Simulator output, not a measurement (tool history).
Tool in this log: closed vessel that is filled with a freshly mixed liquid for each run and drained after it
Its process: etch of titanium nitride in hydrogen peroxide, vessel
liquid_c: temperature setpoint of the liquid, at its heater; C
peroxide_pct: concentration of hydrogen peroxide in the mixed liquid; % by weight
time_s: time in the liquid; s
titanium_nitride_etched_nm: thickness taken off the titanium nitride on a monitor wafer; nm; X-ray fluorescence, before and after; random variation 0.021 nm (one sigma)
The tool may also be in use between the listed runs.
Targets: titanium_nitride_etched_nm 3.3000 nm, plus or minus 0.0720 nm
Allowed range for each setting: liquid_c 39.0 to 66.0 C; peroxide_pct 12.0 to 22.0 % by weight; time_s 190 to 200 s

run,hour,liquid_c,peroxide_pct,time_s,titanium_nitride_etched_nm
1,0.0,55.0,15.0,190,8.1279
2,7.2,52.5,15.0,190,6.7275
3,10.5,52.5,16.5,190,6.8360
4,12.9,52.5,16.5,190,6.9017
5,13.9,50.5,16.5,190,5.9167
6,20.7,49.0,16.5,190,5.3877
7,24.0,47.5,16.5,190,4.7790
8,28.7,46.5,16.5,190,4.4589
9,35.5,45.5,16.5,190,4.1495
10,41.0,45.0,16.5,190,4.0242
11,46.1,44.5,16.5,190,3.8646
12,53.4,44.0,16.5,190,3.7076
13,55.8,42.0,16.5,190,3.2392

Exactly one of the 4 candidate moves below puts every result within its allowed miss. Which one?
A,58.2,41.0,16.5,195,?
B,58.2,42.0,15.0,200,?
C,58.2,41.5,18.0,190,?
D,58.2,41.0,16.5,200,?

move,titanium_nitride_etched_nm
A,3.0261
B,3.2827
C,3.1203
D,3.1037
A: further off than the last run
B: in spec on every target
C: further off than the last run
D: further off than the last run
The right move is B.

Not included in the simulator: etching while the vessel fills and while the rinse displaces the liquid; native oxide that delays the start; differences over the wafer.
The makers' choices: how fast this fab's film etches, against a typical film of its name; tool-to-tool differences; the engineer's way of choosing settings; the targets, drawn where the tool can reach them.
